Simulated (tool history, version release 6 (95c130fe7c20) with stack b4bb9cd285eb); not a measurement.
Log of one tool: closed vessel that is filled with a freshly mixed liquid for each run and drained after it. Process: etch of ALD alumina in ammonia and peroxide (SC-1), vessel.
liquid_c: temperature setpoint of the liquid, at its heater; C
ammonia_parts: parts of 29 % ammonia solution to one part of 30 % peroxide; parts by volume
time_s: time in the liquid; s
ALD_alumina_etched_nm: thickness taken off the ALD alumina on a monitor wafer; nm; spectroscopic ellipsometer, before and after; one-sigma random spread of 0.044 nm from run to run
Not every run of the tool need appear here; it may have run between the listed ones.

run	day	liquid_c	ammonia_parts	time_s	ALD_alumina_etched_nm
1	0	56	0.7	165	14.582
2	0.321	54.5	0.7	165	13.472
3	0.492	52	0.7	165	11.839
4	0.562	52	0.7	175	12.535
5	0.896	58	0.7	175	17.144
6	0.938	58	0.7	165	16.157
7	1.233	56	0.7	165	14.688
8	1.279	54.5	0.7	165	13.602
9	1.338	53	0.7	165	12.553
10	1.571	51.5	0.7	165	11.466

Expected results for the next run?
11	1.658	50.5	0.7	165	?

ALD_alumina_etched_nm: 10.862 nm
